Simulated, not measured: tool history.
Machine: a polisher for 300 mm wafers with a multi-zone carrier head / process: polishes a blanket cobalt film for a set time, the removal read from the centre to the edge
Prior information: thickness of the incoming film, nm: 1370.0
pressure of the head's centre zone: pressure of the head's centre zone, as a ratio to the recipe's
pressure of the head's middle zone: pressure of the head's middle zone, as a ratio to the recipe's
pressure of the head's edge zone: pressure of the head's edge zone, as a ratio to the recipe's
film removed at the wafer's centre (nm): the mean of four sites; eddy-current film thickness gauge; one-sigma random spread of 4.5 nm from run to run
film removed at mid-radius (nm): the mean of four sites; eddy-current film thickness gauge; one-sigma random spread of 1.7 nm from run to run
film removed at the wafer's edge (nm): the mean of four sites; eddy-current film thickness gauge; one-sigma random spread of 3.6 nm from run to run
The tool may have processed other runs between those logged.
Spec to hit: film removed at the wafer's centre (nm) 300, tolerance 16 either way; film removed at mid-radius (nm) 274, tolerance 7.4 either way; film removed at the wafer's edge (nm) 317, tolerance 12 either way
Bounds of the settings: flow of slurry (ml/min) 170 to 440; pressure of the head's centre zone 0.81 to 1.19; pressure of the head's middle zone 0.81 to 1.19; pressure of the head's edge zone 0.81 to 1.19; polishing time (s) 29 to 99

run,hour,flow of slurry (ml/min),pressure of the head's centre zone,pressure of the head's middle zone,pressure of the head's edge zone,polishing time (s),film removed at the wafer's centre (nm),film removed at mid-radius (nm),film removed at the wafer's edge (nm)
1,0,280,1,1,1,64,210.06,205.45,206.23
2,5.2,280,1.07,1,1,64,227.55,206.38,212.22
3,8.2,305,1.07,1,1,64,231.91,205.88,214.64
4,17,305,1.11,1,1,64,240.43,204.89,206.87
5,17.8,305,1.1,0.99,1.03,67,243.82,214.72,222.86
6,23.8,305,1.16,0.99,1.03,67,262.89,213.71,220.48
7,25.3,305,1.15,0.98,1.06,70,267.71,222.3,238.23
8,32.2,305,1.15,0.98,1.06,70,272.7,220.97,232.96

Pick the move, out of 5, that brings all results within their allowed miss; only one does.
A,39.1,260,1.02,1.09,1.09,90,?,?,?
B,39.1,295,0.99,0.92,1.14,90,?,?,?
C,39.1,255,0.96,1.01,1.11,76,?,?,?
D,39.1,265,1.19,1.07,0.94,84,?,?,?
E,39.1,320,0.87,0.88,1.17,96,?,?,?

move,film removed at the wafer's centre (nm),film removed at mid-radius (nm),film removed at the wafer's edge (nm)
A,305.56,306.94,300.87
B,298.89,268.23,309.63
C,242.26,242.68,256.16
D,333.5,282.14,263.95
E,281.4,277.35,335.73
A: carries the result that was furthest off beyond its target, to the other side
B: hits every target within its allowed miss
C: closer than the last run, but not yet in spec
D: carries the result that was furthest off beyond its target, to the other side
E: gets the furthest-off result to its target, but another result is out of tolerance
The move that meets every target is B.

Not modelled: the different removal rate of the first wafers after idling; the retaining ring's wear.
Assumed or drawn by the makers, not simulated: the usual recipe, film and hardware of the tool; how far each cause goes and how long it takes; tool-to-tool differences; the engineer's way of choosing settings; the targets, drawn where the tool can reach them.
